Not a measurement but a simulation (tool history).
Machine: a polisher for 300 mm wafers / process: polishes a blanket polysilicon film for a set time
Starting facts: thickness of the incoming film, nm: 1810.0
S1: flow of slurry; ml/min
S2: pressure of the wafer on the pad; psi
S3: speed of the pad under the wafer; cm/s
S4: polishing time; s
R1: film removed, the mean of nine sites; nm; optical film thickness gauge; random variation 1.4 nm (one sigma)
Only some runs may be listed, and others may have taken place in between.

run,hour,S1,S2,S3,S4,R1
1,0.0,215,2.2,92,27,185.04
2,8.6,220,2.2,92,27,188.12
3,14.9,265,2.2,92,27,188.83
4,16.4,265,2.2,110,27,223.71
5,24.8,295,2.2,110,27,224.80
6,33.8,295,2.5,110,27,250.69
7,35.9,295,2.3,110,27,232.38

Run 8 has not been measured yet. What should we expect?
8,41.8,260,2.2,110,27,?

{"run 8": {"R1": 223.66}}
